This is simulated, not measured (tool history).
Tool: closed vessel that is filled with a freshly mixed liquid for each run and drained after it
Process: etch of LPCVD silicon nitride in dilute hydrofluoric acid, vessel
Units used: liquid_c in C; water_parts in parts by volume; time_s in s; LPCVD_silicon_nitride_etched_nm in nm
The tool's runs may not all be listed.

run    day  liquid_c  water_parts  time_s  LPCVD_silicon_nitride_etched_nm
  1      0        23          260     805                           1.4745
  2  0.175        22          265     805                           1.3695
  3  0.242      21.5          270     805                            1.299
  4  0.446      21.5          355     805                          0.99208
     0.754  -- hydrofluoric acid flow meter replaced
  5  0.754      20.5          355     805                           1.0071
  6  0.971      20.5          355     600                          0.75741
  7  1.346        21          355     600                          0.80026
  8  1.667      21.5          355     600                          0.81369

Run 9 comes next. What will it give?
  9  1.742        22          355     600                                ?

Logged for run 9: LPCVD_silicon_nitride_etched_nm 0.83815 nm.
